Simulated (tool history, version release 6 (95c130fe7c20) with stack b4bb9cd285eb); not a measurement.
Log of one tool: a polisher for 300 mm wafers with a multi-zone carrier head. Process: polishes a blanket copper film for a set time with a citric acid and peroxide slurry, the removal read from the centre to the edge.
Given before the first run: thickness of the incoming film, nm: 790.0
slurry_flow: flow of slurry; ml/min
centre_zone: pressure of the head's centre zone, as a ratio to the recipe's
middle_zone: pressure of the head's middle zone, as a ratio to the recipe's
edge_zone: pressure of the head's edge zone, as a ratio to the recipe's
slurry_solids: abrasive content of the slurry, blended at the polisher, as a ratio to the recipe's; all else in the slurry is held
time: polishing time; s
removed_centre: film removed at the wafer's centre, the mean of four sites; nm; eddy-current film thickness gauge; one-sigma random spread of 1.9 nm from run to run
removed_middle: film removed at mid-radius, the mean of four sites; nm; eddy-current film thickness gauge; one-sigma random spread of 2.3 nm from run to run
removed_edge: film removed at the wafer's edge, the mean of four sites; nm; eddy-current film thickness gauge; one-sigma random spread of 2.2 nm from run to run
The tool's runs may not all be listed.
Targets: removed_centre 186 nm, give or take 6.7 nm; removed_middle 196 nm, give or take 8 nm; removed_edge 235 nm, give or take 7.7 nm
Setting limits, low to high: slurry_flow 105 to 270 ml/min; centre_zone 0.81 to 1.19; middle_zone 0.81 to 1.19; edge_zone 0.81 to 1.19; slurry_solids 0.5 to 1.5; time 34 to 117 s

| run | hour | slurry_flow | centre_zone | middle_zone | edge_zone | slurry_solids | time | removed_centre | removed_middle | removed_edge |
|---|---|---|---|---|---|---|---|---|---|---|
| 1 | 0 | 175 | 1 | 1 | 1 | 1 | 75 | 174.48 | 184.3 | 193.18 |
| 2 | 5 | 175 | 1 | 1.03 | 1 | 1 | 75 | 173.15 | 186.56 | 194.09 |
| 3 | 11.1 | 155 | 1 | 1.03 | 1 | 1 | 75 | 169.74 | 181.4 | 185.38 |
| 4 | 16.2 | 155 | 1 | 1.03 | 1 | 1.2 | 75 | 176.81 | 190.19 | 191.1 |
| 5 | 23.8 | 155 | 1 | 1.03 | 1 | 1.2 | 68 | 159.94 | 173.04 | 174.34 |
| 6 | 32.6 | 155 | 1 | 1.03 | 1.04 | 1.2 | 68 | 160.14 | 170.06 | 179.34 |
| 7 | 33.8 | 165 | 1 | 1.03 | 1.06 | 1.25 | 68 | 162.4 | 174.28 | 185.35 |
|  | 36.4 | slurry nozzle cleaned |
| 8 | 36.4 | 175 | 1 | 1.03 | 1.08 | 1.25 | 68 | 176.39 | 189.69 | 194.08 |

Which single option among these 5 for the next run brings every result within its allowed miss of target? Just one does.
| A | 39 | 125 | 0.81 | 0.86 | 1.19 | 1.05 | 91 | ? | ? | ? |
| B | 39 | 175 | 1.02 | 0.97 | 1.07 | 1.2 | 76 | ? | ? | ? |
| C | 39 | 145 | 0.89 | 0.89 | 1.09 | 1.25 | 84 | ? | ? | ? |
| D | 39 | 165 | 0.87 | 0.96 | 1.09 | 1.45 | 73 | ? | ? | ? |
| E | 39 | 175 | 1.05 | 1.11 | 1.15 | 1.25 | 74 | ? | ? | ? |

| move | removed_centre | removed_middle | removed_edge |
|---|---|---|---|
| A | 168.09 | 195.8 | 247.12 |
| B | 198.55 | 200.24 | 214.08 |
| C | 184.75 | 200.18 | 234.21 |
| D | 167.23 | 196.7 | 214.23 |
| E | 201.03 | 220.5 | 216.23 |
A: moves the result that the last run missed by most past its target, out the other side
B: closer than the last run, but not yet in spec
C: all results in spec
D: closer than the last run, but not yet in spec
E: closer than the last run, but not yet in spec
Go with C: it meets all targets.
